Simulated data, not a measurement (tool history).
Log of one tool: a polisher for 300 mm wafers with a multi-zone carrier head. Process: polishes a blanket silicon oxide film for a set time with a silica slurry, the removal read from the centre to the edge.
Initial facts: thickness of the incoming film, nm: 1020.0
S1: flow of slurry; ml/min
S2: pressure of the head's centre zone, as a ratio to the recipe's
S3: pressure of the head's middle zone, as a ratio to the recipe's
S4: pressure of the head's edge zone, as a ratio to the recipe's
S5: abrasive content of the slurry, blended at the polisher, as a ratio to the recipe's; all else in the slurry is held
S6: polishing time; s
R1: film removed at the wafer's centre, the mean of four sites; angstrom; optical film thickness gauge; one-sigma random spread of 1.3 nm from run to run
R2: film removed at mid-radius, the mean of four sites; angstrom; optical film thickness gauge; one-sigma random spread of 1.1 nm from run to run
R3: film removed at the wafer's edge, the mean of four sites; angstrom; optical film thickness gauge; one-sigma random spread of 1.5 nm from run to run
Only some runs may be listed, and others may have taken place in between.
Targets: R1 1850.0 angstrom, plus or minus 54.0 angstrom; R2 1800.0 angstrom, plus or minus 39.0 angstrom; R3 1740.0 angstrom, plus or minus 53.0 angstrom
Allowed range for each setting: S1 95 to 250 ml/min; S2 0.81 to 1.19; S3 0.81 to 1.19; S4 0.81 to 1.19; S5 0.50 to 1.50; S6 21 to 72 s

| run | hour | S1 | S2 | S3 | S4 | S5 | S6 | R1 | R2 | R3 |
|---|---|---|---|---|---|---|---|---|---|---|
| 1 | 0.0 | 160 | 1.00 | 1.00 | 1.00 | 1.00 | 46 | 1398.3 | 1429.1 | 1444.8 |
| 2 | 3.7 | 175 | 1.03 | 1.02 | 1.03 | 1.00 | 46 | 1446.5 | 1462.8 | 1475.6 |
| 3 | 7.4 | 175 | 1.03 | 1.02 | 1.03 | 1.10 | 46 | 1496.9 | 1509.0 | 1513.3 |
| 4 | 12.5 | 175 | 1.03 | 1.02 | 1.03 | 1.30 | 46 | 1574.5 | 1590.6 | 1608.6 |
| 5 | 18.0 | 185 | 1.05 | 1.03 | 1.04 | 1.30 | 46 | 1612.8 | 1604.2 | 1610.8 |
| 6 | 20.5 | 190 | 1.07 | 1.04 | 1.05 | 1.35 | 46 | 1676.3 | 1654.2 | 1665.9 |
| 7 | 28.1 | 200 | 1.08 | 1.05 | 1.05 | 1.35 | 46 | 1692.9 | 1689.3 | 1657.3 |
| 8 | 29.3 | 205 | 1.09 | 1.05 | 1.06 | 1.35 | 46 | 1714.6 | 1684.0 | 1687.7 |
| 9 | 38.1 | 210 | 1.10 | 1.06 | 1.06 | 1.35 | 46 | 1717.1 | 1708.2 | 1696.7 |
| 10 | 42.2 | 215 | 1.11 | 1.07 | 1.06 | 1.35 | 46 | 1753.8 | 1726.7 | 1683.5 |
| 11 | 43.3 | 220 | 1.12 | 1.07 | 1.06 | 1.35 | 46 | 1774.1 | 1713.5 | 1681.1 |
| 12 | 50.4 | 220 | 1.12 | 1.07 | 1.06 | 1.35 | 46 | 1783.3 | 1730.1 | 1684.6 |

Exercise: of the 4 proposed moves below, exactly one satisfies all targets within the stated allowed misses. Which move is it?
| A | 57.5 | 195 | 1.14 | 1.17 | 1.00 | 1.45 | 45 | ? | ? | ? |
| B | 57.5 | 190 | 1.17 | 1.07 | 1.04 | 1.25 | 47 | ? | ? | ? |
| C | 57.5 | 205 | 1.12 | 1.04 | 1.06 | 1.40 | 45 | ? | ? | ? |
| D | 57.5 | 250 | 1.16 | 1.13 | 1.14 | 1.35 | 46 | ? | ? | ? |

| move | R1 | R2 | R3 |
|---|---|---|---|
| A | 1766.9 | 1807.7 | 1631.5 |
| B | 1793.2 | 1673.2 | 1655.7 |
| C | 1731.2 | 1638.9 | 1670.3 |
| D | 1847.8 | 1806.0 | 1777.5 |
A: corrects the largest miss of the last run, while another result sits out of spec
B: misses by more than the last run did
C: misses by more than the last run did
D: all results in spec
D meets every target.
